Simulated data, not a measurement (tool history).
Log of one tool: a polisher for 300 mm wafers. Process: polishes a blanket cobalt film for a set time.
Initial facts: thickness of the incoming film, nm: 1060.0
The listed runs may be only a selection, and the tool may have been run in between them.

run	hour	flow of slurry (ml/min)	pressure of the wafer on the pad (psi)	speed of the pad under the wafer (m/s)	polishing time (s)	film removed (Å)
1	0	180	1.5	1	53	1795.4
2	5.3	180	1.3	0.94	53	1496.9
3	11.4	150	1.3	0.94	53	1451.6
4	14.7	150	1.3	1.12	53	1759.7
5	16.1	150	1.2	1.04	53	1454.9
6	16.8	150	1.2	0.92	53	1328.6

Run 7 is up next; what results do you expect?
7	18.5	150	1.1	0.88	53	?

film removed (Å): 1190.6
